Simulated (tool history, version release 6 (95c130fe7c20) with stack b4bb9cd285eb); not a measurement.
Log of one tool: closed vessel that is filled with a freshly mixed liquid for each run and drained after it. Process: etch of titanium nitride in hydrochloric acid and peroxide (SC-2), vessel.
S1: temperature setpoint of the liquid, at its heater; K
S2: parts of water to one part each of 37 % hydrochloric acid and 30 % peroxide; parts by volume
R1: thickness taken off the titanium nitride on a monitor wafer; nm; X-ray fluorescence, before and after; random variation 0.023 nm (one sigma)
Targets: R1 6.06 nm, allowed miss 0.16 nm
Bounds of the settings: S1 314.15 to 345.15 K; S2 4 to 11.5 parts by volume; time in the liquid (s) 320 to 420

run 1 hour=0 | S1=330.15 S2=6.5 time_in_the_liquid_(s)=420 | R1=18.664
run 2 hour=1.5 | S1=328.65 S2=6.5 time_in_the_liquid_(s)=420 | R1=16.933
run 3 hour=9.9 | S1=327.15 S2=6.5 time_in_the_liquid_(s)=420 | R1=15.287
run 4 hour=16.8 | S1=325.65 S2=6.5 time_in_the_liquid_(s)=420 | R1=13.924
run 5 hour=25.8 | S1=324.65 S2=6.5 time_in_the_liquid_(s)=420 | R1=12.929
run 6 hour=29.9 | S1=327.15 S2=6.5 time_in_the_liquid_(s)=420 | R1=15.219
run 7 hour=35.8 | S1=325.65 S2=6.5 time_in_the_liquid_(s)=420 | R1=13.916
run 8 hour=43.7 | S1=325.65 S2=6.5 time_in_the_liquid_(s)=420 | R1=13.862
run 9 hour=53 | S1=324.65 S2=6.5 time_in_the_liquid_(s)=420 | R1=12.939
run 10 hour=60.7 | S1=323.65 S2=6.5 time_in_the_liquid_(s)=420 | R1=12.128
run 11 hour=66.5 | S1=322.65 S2=6.5 time_in_the_liquid_(s)=420 | R1=11.399
run 12 hour=74.4 | S1=321.65 S2=6.5 time_in_the_liquid_(s)=420 | R1=10.635
run 13 hour=81.8 | S1=320.65 S2=6.5 time_in_the_liquid_(s)=420 | R1=9.9982
run 14 hour=87.8 | S1=320.15 S2=6.5 time_in_the_liquid_(s)=420 | R1=9.6725
run 15 hour=95.7 | S1=319.65 S2=6.5 time_in_the_liquid_(s)=420 | R1=9.2715
run 16 hour=98.6 | S1=319.15 S2=6.5 time_in_the_liquid_(s)=420 | R1=8.9784
run 17 hour=101.5 | S1=314.15 S2=7.5 time_in_the_liquid_(s)=420 | R1=5.7306

Which of these 4 next moves meets every target?
run A hour=104.4 | S1=316.15 S2=8 time_in_the_liquid_(s)=380 | R1=?
run B hour=104.4 | S1=315.15 S2=8 time_in_the_liquid_(s)=420 | R1=?
run C hour=104.4 | S1=317.15 S2=9 time_in_the_liquid_(s)=400 | R1=?
run D hour=104.4 | S1=317.65 S2=8 time_in_the_liquid_(s)=370 | R1=?

move=A R1=5.5953
move=B R1=5.7669
move=C R1=5.7394
move=D R1=6.0452
A: further off than the last run
B: nearer than the last run, and not there yet
C: as far off as the last run
D: meets every target
Answer: D
